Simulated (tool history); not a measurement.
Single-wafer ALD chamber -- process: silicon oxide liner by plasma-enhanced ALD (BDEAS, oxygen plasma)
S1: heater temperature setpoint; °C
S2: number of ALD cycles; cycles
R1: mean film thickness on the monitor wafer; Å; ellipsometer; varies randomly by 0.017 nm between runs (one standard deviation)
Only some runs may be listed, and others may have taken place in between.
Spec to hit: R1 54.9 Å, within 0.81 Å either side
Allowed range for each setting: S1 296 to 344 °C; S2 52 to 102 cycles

| run | hour | S1 | S2 | R1 |
|---|---|---|---|---|
| 1 | 0 | 320 | 77 | 71.878 |
| 2 | 7.8 | 310 | 77 | 73.314 |
| 3 | 15.9 | 310 | 83 | 78.274 |
| 4 | 17.9 | 310 | 88 | 83.618 |
| 5 | 26 | 310 | 84 | 78.992 |
| 6 | 33.2 | 311 | 77 | 72.634 |
| 7 | 42.1 | 312 | 72 | 68.148 |
| 8 | 43.7 | 313 | 68 | 63.991 |
| 9 | 50.9 | 314 | 66 | 62.113 |
| 10 | 52 | 315 | 64 | 60.291 |
| 11 | 59.4 | 316 | 63 | 59.337 |
| 12 | 62.4 | 317 | 62 | 58.13 |
| 13 | 64.2 | 317 | 62 | 57.896 |
| 14 | 66.6 | 319 | 62 | 57.789 |
| 15 | 69 | 319 | 62 | 58.193 |
| 16 | 75.5 | 320 | 61 | 56.706 |
|  | 81.9 | thermocouple changed; heater temperature recalibrated |
| 17 | 81.9 | 321 | 61 | 56.899 |

Consider the 5 candidate settings below. Which is the only one whose results all fall within their allowed miss of target?
| A | 88.3 | 321 | 63 | ? |
| B | 88.3 | 340 | 62 | ? |
| C | 88.3 | 324 | 59 | ? |
| D | 88.3 | 319 | 60 | ? |
| E | 88.3 | 316 | 61 | ? |

| move | R1 |
|---|---|
| A | 58.839 |
| B | 56.489 |
| C | 54.891 |
| D | 56.182 |
| E | 57.338 |
A: moves away from the targets compared with the last run
B: closes in on the targets versus the last run, not all within tolerance yet
C: all results land within tolerance of their targets
D: closes in on the targets versus the last run, not all within tolerance yet
E: moves away from the targets compared with the last run
Go with C: it meets all targets.
